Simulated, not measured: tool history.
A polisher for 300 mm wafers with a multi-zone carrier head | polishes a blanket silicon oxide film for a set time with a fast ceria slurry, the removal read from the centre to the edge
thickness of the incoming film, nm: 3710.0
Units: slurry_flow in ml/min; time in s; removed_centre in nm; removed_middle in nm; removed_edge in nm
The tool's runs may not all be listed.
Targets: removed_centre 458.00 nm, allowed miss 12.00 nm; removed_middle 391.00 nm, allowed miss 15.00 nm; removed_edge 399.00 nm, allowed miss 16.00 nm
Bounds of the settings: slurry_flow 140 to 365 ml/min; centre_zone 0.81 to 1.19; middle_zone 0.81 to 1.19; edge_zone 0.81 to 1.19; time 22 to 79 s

run  hour  slurry_flow  centre_zone  middle_zone  edge_zone  time  removed_centre  removed_middle  removed_edge
  1   0.0          235         1.00         1.00       1.00    50          640.44          646.32        627.28
  2   2.5          235         1.00         0.94       1.00    50          641.67          600.39        620.62
  3   7.3          235         1.00         0.94       1.07    50          642.35          612.18        648.39
  4  14.6          235         1.00         0.93       1.03    47          602.63          554.21        581.84
  5  17.0          235         1.00         0.98       1.03    47          607.42          599.82        591.92
  6  20.2          240         1.00         0.96       1.00    45          573.74          555.97        560.14
  7  22.2          230         1.01         0.95       0.97    43          560.70          530.58        531.47
  8  29.7          235         1.01         0.94       0.95    41          531.68          492.20        506.27
  9  35.0          230         1.02         0.94       0.93    39          509.42          474.28        471.10
 10  40.0          225         1.02         0.93       0.91    38          494.13          442.30        456.91
 11  47.4          220         1.03         0.93       0.89    37          489.12          443.88        438.78
 12  48.6          215         1.03         0.92       0.88    37          483.62          435.62        432.77
 13  53.0          210         1.03         0.91       0.87    37          479.78          434.48        427.40
 14  59.4          205         1.03         0.89       0.86    37          481.83          423.92        423.90

5 next moves are on the table. One of them brings every result within its allowed miss. Which?
  A  65.8          230         1.13         0.81       0.89    34               ?               ?             ?
  B  65.8          205         1.06         0.89       0.87    34               ?               ?             ?
  C  65.8          200         0.98         0.92       0.86    39               ?               ?             ?
  D  65.8          230         1.07         0.84       0.96    37               ?               ?             ?
  E  65.8          190         1.02         1.03       0.89    34               ?               ?             ?

move  removed_centre  removed_middle  removed_edge
   A          491.71          362.90        403.47
   B          453.98          386.66        394.64
   C          479.52          454.61        449.05
   D          506.61          406.92        454.60
   E          432.15          432.65        394.98
A: takes the result that was furthest off past its target
B: meets every target
C: further off than the last run
D: further off than the last run
E: further off than the last run
Answer: B

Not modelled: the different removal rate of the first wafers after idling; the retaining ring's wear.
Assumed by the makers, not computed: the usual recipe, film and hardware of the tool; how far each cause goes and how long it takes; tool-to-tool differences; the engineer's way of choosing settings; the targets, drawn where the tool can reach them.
